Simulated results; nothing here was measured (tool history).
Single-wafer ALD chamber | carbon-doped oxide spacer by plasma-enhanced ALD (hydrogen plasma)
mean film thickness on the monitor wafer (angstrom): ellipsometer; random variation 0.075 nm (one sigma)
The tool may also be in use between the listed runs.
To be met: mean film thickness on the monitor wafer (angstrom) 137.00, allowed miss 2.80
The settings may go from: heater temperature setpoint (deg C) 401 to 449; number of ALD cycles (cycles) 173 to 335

| run | hour | heater temperature setpoint (deg C) | number of ALD cycles (cycles) | mean film thickness on the monitor wafer (angstrom) |
|---|---|---|---|---|
| 1 | 0.0 | 425 | 254 | 116.37 |
| 2 | 8.5 | 425 | 272 | 123.68 |
| 3 | 12.5 | 423 | 275 | 127.06 |
| 4 | 16.2 | 431 | 275 | 124.33 |
| 5 | 17.7 | 430 | 279 | 125.23 |
| 6 | 22.3 | 428 | 281 | 128.33 |
| 7 | 25.6 | 427 | 283 | 129.64 |
| 8 | 33.7 | 426 | 284 | 127.96 |
| 9 | 40.6 | 426 | 288 | 131.92 |
| 10 | 48.4 | 425 | 289 | 132.40 |
| 11 | 55.3 | 424 | 290 | 133.55 |
| 12 | 61.2 | 423 | 291 | 133.92 |
| 13 | 67.4 | 423 | 292 | 133.72 |

5 next moves are on the table. One of them brings every result within its allowed miss. Which?
| A | 73.6 | 417 | 281 | ? |
| B | 73.6 | 420 | 283 | ? |
| C | 73.6 | 419 | 276 | ? |
| D | 73.6 | 419 | 295 | ? |
| E | 73.6 | 417 | 283 | ? |

| move | mean film thickness on the monitor wafer (angstrom) |
|---|---|
| A | 131.90 |
| B | 131.72 |
| C | 128.83 |
| D | 137.69 |
| E | 132.84 |
A: further off than the last run
B: further off than the last run
C: further off than the last run
D: meets every target
E: further off than the last run
The right move is D.
